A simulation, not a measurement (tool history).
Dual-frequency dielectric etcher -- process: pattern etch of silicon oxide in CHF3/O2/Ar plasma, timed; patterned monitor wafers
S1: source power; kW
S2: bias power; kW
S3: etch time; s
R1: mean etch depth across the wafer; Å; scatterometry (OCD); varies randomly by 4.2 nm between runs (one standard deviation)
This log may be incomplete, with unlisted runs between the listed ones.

run 1 hour=0.0 | S1=0.860 S2=0.206 S3=433.5 | R1=11295
run 2 hour=8.6 | S1=0.840 S2=0.205 S3=433.5 | R1=11145
run 3 hour=9.5 | S1=0.840 S2=0.205 S3=433.5 | R1=11191
run 4 hour=16.1 | S1=0.820 S2=0.205 S3=433.5 | R1=11082
run 5 hour=19.3 | S1=0.820 S2=0.232 S3=433.5 | R1=11547
run 6 hour=22.6 | S1=0.930 S2=0.232 S3=433.5 | R1=11971
run 7 hour=24.0 | S1=0.880 S2=0.230 S3=433.5 | R1=11696
run 8 hour=32.8 | S1=0.840 S2=0.228 S3=433.5 | R1=11578
run 9 hour=35.2 | S1=0.800 S2=0.227 S3=433.5 | R1=11397
run 10 hour=38.7 | S1=0.770 S2=0.226 S3=433.5 | R1=11185

Run 11 comes next. What will it give?
run 11 hour=42.3 | S1=0.750 S2=0.225 S3=433.5 | R1=?

{"run 11": {"R1": 11133}}
